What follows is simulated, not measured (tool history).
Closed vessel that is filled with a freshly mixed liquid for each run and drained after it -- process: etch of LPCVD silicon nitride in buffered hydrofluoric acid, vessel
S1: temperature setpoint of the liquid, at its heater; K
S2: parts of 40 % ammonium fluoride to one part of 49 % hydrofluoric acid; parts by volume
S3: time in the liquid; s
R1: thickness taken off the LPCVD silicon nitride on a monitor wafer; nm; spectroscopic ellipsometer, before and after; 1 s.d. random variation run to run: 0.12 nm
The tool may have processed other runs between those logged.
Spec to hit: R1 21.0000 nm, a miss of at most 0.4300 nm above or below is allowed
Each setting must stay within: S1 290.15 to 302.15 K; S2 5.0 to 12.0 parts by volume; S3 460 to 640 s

{"run": 1, "hour": 0.0, "S1": 294.15, "S2": 7.0, "S3": 640, "R1": 12.641}
{"run": 2, "hour": 7.1, "S1": 295.15, "S2": 7.0, "S3": 640, "R1": 13.448}
{"run": 3, "hour": 8.9, "S1": 291.65, "S2": 7.0, "S3": 640, "R1": 11.049}
{"run": 4, "hour": 11.6, "S1": 291.65, "S2": 7.0, "S3": 640, "R1": 10.922}
{"run": 5, "hour": 19.2, "S1": 291.65, "S2": 8.5, "S3": 640, "R1": 8.8243}
{"run": 6, "hour": 20.8, "S1": 291.65, "S2": 9.5, "S3": 640, "R1": 8.0867}
{"run": 7, "hour": 26.3, "S1": 295.65, "S2": 7.0, "S3": 640, "R1": 13.754}
{"run": 8, "hour": 27.8, "S1": 299.65, "S2": 6.0, "S3": 640, "R1": 19.531}

Below are 4 possible settings for the next run. Only one of them brings all results inside the allowed miss of their targets. Which is it?
{"run": "A", "hour": 29.3, "S1": 300.15, "S2": 6.0, "S3": 570, "R1": "?"}
{"run": "B", "hour": 29.3, "S1": 298.65, "S2": 6.0, "S3": 625, "R1": "?"}
{"run": "C", "hour": 29.3, "S1": 301.15, "S2": 5.5, "S3": 595, "R1": "?"}
{"run": "D", "hour": 29.3, "S1": 295.65, "S2": 5.0, "S3": 605, "R1": "?"}

move=A R1=18.0010
move=B R1=18.2130
move=C R1=21.3300
move=D R1=17.4730
A: further off than the last run
B: further off than the last run
C: each result inside its tolerance
D: further off than the last run
C is the move that brings every result within its allowed miss.
